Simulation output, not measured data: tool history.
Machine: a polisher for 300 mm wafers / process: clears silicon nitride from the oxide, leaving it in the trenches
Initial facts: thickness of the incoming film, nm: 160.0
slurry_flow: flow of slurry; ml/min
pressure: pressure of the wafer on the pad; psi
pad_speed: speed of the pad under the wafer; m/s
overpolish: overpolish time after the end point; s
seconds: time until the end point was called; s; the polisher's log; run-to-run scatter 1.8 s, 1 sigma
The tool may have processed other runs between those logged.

Run 1, hour 0: slurry_flow 235 ml/min, pressure 3.3 psi, pad_speed 0.94 m/s, overpolish 18 s. Result: seconds 145.54 s.
Run 2, hour 2.5: slurry_flow 235 ml/min, pressure 3.3 psi, pad_speed 0.94 m/s, overpolish 18 s. Result: seconds 146.53 s.
Run 3, hour 10.3: slurry_flow 235 ml/min, pressure 3.5 psi, pad_speed 0.94 m/s, overpolish 18 s. Result: seconds 137.17 s.
Run 4, hour 11.5: slurry_flow 235 ml/min, pressure 3.7 psi, pad_speed 0.94 m/s, overpolish 18 s. Result: seconds 132.92 s.
Run 5, hour 15.3: slurry_flow 235 ml/min, pressure 3.9 psi, pad_speed 0.94 m/s, overpolish 18 s. Result: seconds 128.84 s.
Run 6, hour 16.9: slurry_flow 235 ml/min, pressure 3.9 psi, pad_speed 0.94 m/s, overpolish 18 s. Result: seconds 128.79 s.
Run 7, hour 25.4: slurry_flow 235 ml/min, pressure 4.1 psi, pad_speed 0.94 m/s, overpolish 18 s. Result: seconds 126.13 s.
Run 8, hour 33.4: slurry_flow 235 ml/min, pressure 4.3 psi, pad_speed 0.96 m/s, overpolish 18 s. Result: seconds 115.66 s.
Run 9, hour 41.8: slurry_flow 235 ml/min, pressure 4.4 psi, pad_speed 0.96 m/s, overpolish 18 s. Result: seconds 115.26 s.
Run 10, hour 50: slurry_flow 235 ml/min, pressure 4.5 psi, pad_speed 0.96 m/s, overpolish 18 s. Result: seconds 113.89 s.

Run 11 comes next. What will it give?
Run 11, hour 55.6: slurry_flow 235 ml/min, pressure 4.6 psi, pad_speed 0.96 m/s, overpolish 18 s. Result: seconds ?.

{"run 11": {"seconds": 109.02}}

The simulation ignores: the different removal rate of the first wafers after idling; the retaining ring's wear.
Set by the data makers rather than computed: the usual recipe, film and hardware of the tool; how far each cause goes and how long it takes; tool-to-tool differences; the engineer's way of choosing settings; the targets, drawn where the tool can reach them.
